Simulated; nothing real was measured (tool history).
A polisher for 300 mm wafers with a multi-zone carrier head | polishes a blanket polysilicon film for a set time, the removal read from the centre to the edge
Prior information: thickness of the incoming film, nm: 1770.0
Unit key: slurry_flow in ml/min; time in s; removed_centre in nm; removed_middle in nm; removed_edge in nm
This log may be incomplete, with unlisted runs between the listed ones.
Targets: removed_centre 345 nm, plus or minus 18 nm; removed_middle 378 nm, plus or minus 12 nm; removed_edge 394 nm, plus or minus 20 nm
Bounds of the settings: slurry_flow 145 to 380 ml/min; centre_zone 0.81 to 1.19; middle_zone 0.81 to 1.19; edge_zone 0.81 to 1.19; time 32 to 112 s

Run 1, hour 0: slurry_flow 245 ml/min, centre_zone 1, middle_zone 1, edge_zone 1, time 72 s. Result: removed_centre 457.8 nm, removed_middle 455.39 nm, removed_edge 489.86 nm.
Run 2, hour 4.4: slurry_flow 240 ml/min, centre_zone 0.97, middle_zone 0.99, edge_zone 0.97, time 69 s. Result: removed_centre 428.17 nm, removed_middle 431.21 nm, removed_edge 462.06 nm.
Run 3, hour 5.7: slurry_flow 235 ml/min, centre_zone 0.94, middle_zone 0.99, edge_zone 0.95, time 67 s. Result: removed_centre 397.43 nm, removed_middle 418.34 nm, removed_edge 423.49 nm.
Run 4, hour 10.4: slurry_flow 235 ml/min, centre_zone 0.94, middle_zone 0.99, edge_zone 0.95, time 77 s. Result: removed_centre 462.76 nm, removed_middle 480.29 nm, removed_edge 493.55 nm.
Run 5, hour 15.5: slurry_flow 235 ml/min, centre_zone 0.94, middle_zone 0.99, edge_zone 0.95, time 64 s. Result: removed_centre 385.23 nm, removed_middle 402.5 nm, removed_edge 406.84 nm.
Run 6, hour 24.4: slurry_flow 235 ml/min, centre_zone 0.87, middle_zone 0.99, edge_zone 0.95, time 64 s. Result: removed_centre 351.39 nm, removed_middle 405.79 nm, removed_edge 407.2 nm.
Run 7, hour 32.6: slurry_flow 230 ml/min, centre_zone 0.87, middle_zone 0.98, edge_zone 0.95, time 64 s. Result: removed_centre 343.5 nm, removed_middle 398.35 nm, removed_edge 412.14 nm.
Run 8, hour 34: slurry_flow 225 ml/min, centre_zone 0.88, middle_zone 0.97, edge_zone 0.94, time 64 s. Result: removed_centre 356.23 nm, removed_middle 397 nm, removed_edge 407.07 nm.

Below are 5 possible settings for the next run. Only one of them brings all results inside the allowed miss of their targets. Which is it?
Run A, hour 35.4: slurry_flow 245 ml/min, centre_zone 0.86, middle_zone 1, edge_zone 0.81, time 67 s. Result: removed_centre ?, removed_middle ?, removed_edge ?.
Run B, hour 35.4: slurry_flow 200 ml/min, centre_zone 1.03, middle_zone 0.92, edge_zone 0.91, time 61 s. Result: removed_centre ?, removed_middle ?, removed_edge ?.
Run C, hour 35.4: slurry_flow 180 ml/min, centre_zone 0.97, middle_zone 0.99, edge_zone 0.86, time 66 s. Result: removed_centre ?, removed_middle ?, removed_edge ?.
Run D, hour 35.4: slurry_flow 220 ml/min, centre_zone 0.88, middle_zone 0.98, edge_zone 0.96, time 62 s. Result: removed_centre ?, removed_middle ?, removed_edge ?.
Run E, hour 35.4: slurry_flow 200 ml/min, centre_zone 0.81, middle_zone 0.9, edge_zone 1.03, time 64 s. Result: removed_centre ?, removed_middle ?, removed_edge ?.

move  removed_centre  removed_middle  removed_edge
   A          370.92          427.29        408.85
   B          391.55          351.65         384.3
   C          390.71          397.22        399.12
   D          345.44          382.81        404.88
   E          322.36          362.62        428.31
A: lands further from the targets than the last run did
B: moves the result that the last run missed by most past its target, out the other side
C: lands further from the targets than the last run did
D: in spec on every target
E: moves the result that the last run missed by most past its target, out the other side
Move D is the one to make.
